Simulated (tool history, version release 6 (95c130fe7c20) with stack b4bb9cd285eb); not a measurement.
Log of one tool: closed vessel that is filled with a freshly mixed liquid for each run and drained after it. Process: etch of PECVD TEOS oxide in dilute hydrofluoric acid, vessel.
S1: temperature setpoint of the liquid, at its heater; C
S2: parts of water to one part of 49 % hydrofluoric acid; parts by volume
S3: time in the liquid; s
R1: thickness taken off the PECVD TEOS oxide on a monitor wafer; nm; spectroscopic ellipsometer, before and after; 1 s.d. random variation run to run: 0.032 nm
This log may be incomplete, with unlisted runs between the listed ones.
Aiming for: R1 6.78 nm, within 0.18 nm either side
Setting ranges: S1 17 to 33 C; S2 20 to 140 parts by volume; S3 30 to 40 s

| run | hour | S1 | S2 | S3 | R1 |
|---|---|---|---|---|---|
| 1 | 0 | 25 | 75 | 40 | 6.034 |
| 2 | 5 | 25 | 75 | 40 | 5.9833 |
| 3 | 13.9 | 25.5 | 75 | 40 | 6.1697 |
| 4 | 16.4 | 25.5 | 75 | 40 | 6.192 |
| 5 | 19.9 | 25.5 | 50 | 40 | 9.4398 |
| 6 | 28.4 | 24 | 50 | 40 | 8.9191 |
| 7 | 31.7 | 20 | 50 | 40 | 7.5661 |
| 8 | 33.8 | 20 | 50 | 40 | 7.5567 |

Of the 4 settings listed for the next run, only one would bring every result within its allowed miss of target. Which one?
| A | 35.9 | 21 | 45 | 40 | ? |
| B | 35.9 | 23 | 60 | 40 | ? |
| C | 35.9 | 22 | 60 | 40 | ? |
| D | 35.9 | 21.5 | 45 | 40 | ? |

| move | R1 |
|---|---|
| A | 8.9019 |
| B | 7.122 |
| C | 6.8336 |
| D | 9.0918 |
A: further off than the last run
B: closes in on the targets versus the last run, not all within tolerance yet
C: hits every target within its allowed miss
D: further off than the last run
Answer: C
